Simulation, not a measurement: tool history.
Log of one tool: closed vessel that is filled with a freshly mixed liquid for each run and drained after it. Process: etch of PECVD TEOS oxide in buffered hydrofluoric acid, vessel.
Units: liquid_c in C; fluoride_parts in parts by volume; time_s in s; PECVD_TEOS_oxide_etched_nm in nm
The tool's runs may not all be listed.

run,hour,liquid_c,fluoride_parts,time_s,PECVD_TEOS_oxide_etched_nm
1,0,23,17.5,90,105.47
2,6.7,23,13,90,140.33
3,8.2,23,15.5,90,119.02
4,16,23,18.5,90,98.853
5,17.9,23,18.5,95,106.22
6,25.4,23,23,95,88.724
7,27.1,25.5,20.5,95,110.06
8,33.8,27,18.5,95,130.23
9,35.9,28,17,95,149.83
10,44.4,29,16,95,166.66

The next listed run, before its measurement:
11,49.3,29.5,15.5,95,?

Run 11 gave PECVD_TEOS_oxide_etched_nm 176.96 nm.
